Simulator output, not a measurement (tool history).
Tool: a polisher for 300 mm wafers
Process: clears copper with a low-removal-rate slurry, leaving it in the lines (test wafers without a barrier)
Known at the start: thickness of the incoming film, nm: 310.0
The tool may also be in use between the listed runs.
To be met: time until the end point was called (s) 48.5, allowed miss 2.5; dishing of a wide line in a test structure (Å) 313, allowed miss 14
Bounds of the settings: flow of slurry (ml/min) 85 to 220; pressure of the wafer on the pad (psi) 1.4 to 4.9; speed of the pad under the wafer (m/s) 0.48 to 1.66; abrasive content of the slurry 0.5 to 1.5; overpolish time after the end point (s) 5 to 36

run    day  flow of slurry (ml/min)  pressure of the wafer on the pad (psi)  speed of the pad under the wafer (m/s)  abrasive content of the slurry  overpolish time after the end point (s)  time until the end point was called (s)  dishing of a wide line in a test structure (Å)
  1      0                      140                                     3.1                                    1.06                               1                                       18                                   86.467                                          248.69
  2  0.133                      140                                     3.3                                    1.06                               1                                       18                                   80.823                                          252.06
  3  0.296                      140                                     3.3                                     1.2                               1                                       18                                   73.682                                          265.87
  4  0.367                      140                                     3.3                                     1.2                             1.2                                       18                                   67.958                                          277.87
  5  0.425                      140                                     3.4                                     1.2                             1.2                                       18                                   64.913                                          272.23
  6  0.554                      140                                     2.9                                     1.2                             1.2                                       18                                   75.348                                          258.13
  7  0.888                      140                                     3.1                                     1.2                             1.2                                       18                                   72.003                                          272.95
  8  0.929                      140                                     3.2                                     1.2                             1.2                                       18                                   69.244                                          272.59
  9  1.183                      140                                     3.3                                     1.2                             1.2                                       18                                   69.164                                          273.41
 10    1.5                      140                                     3.4                                     1.2                             1.2                                       18                                   66.271                                          269.31
 11  1.738                      140                                     3.5                                     1.2                             1.2                                       18                                   62.811                                          270.57
 12  1.979                      140                                     3.6                                     1.2                             1.2                                       18                                   62.248                                          275.93
 13   2.25                      140                                     3.7                                     1.2                             1.2                                       18                                   58.919                                          287.26
 14  2.296                      140                                     3.8                                     1.2                             1.2                                       18                                   59.376                                           283.2

Which of these 5 next moves meets every target?
  A  2.342                      140                                     4.1                                    1.34                             1.2                                       13                                        ?                                               ?
  B  2.342                      140                                     3.8                                     1.2                            1.35                                       14                                        ?                                               ?
  C  2.342                      155                                     3.6                                    1.28                             1.3                                       17                                        ?                                               ?
  D  2.342                      140                                     3.8                                     1.5                             1.1                                       23                                        ?                                               ?
  E  2.342                      135                                     3.9                                    1.24                            1.25                                       17                                        ?                                               ?

move  time until the end point was called (s)  dishing of a wide line in a test structure (Å)
   A                                   49.698                                          282.58
   B                                    57.52                                          275.36
   C                                   56.542                                           292.3
   D                                   49.244                                          315.74
   E                                   55.979                                          293.98
A: brings the result that was furthest off to its target, and leaves another outside
B: nearer than the last run, and not there yet
C: nearer than the last run, and not there yet
D: meets every target
E: nearer than the last run, and not there yet
The right move is D.
